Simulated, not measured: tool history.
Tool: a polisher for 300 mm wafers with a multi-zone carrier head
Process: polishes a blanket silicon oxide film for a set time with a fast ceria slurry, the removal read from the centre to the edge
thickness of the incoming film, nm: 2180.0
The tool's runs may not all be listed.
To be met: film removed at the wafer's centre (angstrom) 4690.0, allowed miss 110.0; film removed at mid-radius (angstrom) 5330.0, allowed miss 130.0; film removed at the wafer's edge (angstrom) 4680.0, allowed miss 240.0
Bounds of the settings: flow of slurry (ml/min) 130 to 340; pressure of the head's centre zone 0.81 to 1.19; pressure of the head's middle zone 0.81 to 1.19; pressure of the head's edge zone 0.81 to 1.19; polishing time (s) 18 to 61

| run | day | flow of slurry (ml/min) | pressure of the head's centre zone | pressure of the head's middle zone | pressure of the head's edge zone | polishing time (s) | film removed at the wafer's centre (angstrom) | film removed at mid-radius (angstrom) | film removed at the wafer's edge (angstrom) |
|---|---|---|---|---|---|---|---|---|---|
| 1 | 0.000 | 220 | 1.00 | 1.00 | 1.00 | 39 | 7464.3 | 7474.7 | 7446.3 |
| 2 | 0.150 | 180 | 1.00 | 1.00 | 1.00 | 39 | 7271.1 | 7241.9 | 7242.3 |
| 3 | 0.258 | 175 | 0.97 | 1.01 | 0.95 | 35 | 6135.8 | 6572.1 | 6320.7 |
| 4 | 0.592 | 150 | 0.97 | 1.01 | 0.95 | 35 | 6051.4 | 6411.0 | 6103.7 |
| 5 | 0.967 | 130 | 0.97 | 1.01 | 0.95 | 35 | 5794.0 | 6176.9 | 5887.6 |
| 6 | 1.308 | 130 | 0.97 | 1.01 | 0.95 | 45 | 7390.0 | 7950.1 | 7732.7 |
| 7 | 1.612 | 135 | 0.96 | 1.01 | 0.91 | 40 | 6612.1 | 7135.0 | 6922.7 |
| 8 | 1.875 | 135 | 0.96 | 1.03 | 0.92 | 36 | 5930.4 | 6480.6 | 6085.9 |
| 9 | 1.979 | 135 | 0.96 | 1.04 | 0.91 | 33 | 5477.3 | 6105.3 | 5664.7 |
| 10 | 2.329 | 135 | 0.96 | 1.05 | 0.90 | 31 | 5085.5 | 5695.5 | 5131.8 |
| 11 | 2.500 | 135 | 0.96 | 1.05 | 0.89 | 30 | 4908.5 | 5427.0 | 5039.0 |
| 12 | 2.567 | 150 | 0.96 | 1.11 | 0.81 | 28 | 4778.7 | 5459.1 | 4604.6 |

4 next moves are on the table. One of them brings every result within its allowed miss. Which?
| A | 2.633 | 130 | 0.95 | 1.07 | 0.82 | 29 | ? | ? | ? |
| B | 2.633 | 155 | 1.04 | 1.09 | 0.84 | 27 | ? | ? | ? |
| C | 2.633 | 155 | 1.01 | 1.14 | 0.81 | 28 | ? | ? | ? |
| D | 2.633 | 145 | 1.04 | 1.13 | 0.81 | 27 | ? | ? | ? |

| move | film removed at the wafer's centre (angstrom) | film removed at mid-radius (angstrom) | film removed at the wafer's edge (angstrom) |
|---|---|---|---|
| A | 4705.7 | 5357.3 | 4759.9 |
| B | 5042.5 | 5290.1 | 4615.4 |
| C | 5079.1 | 5702.4 | 4711.1 |
| D | 4957.2 | 5373.1 | 4493.9 |
A: meets every target
B: brings the result that was furthest off to its target, and leaves another outside
C: further off than the last run
D: brings the result that was furthest off to its target, and leaves another outside
The right move is A.
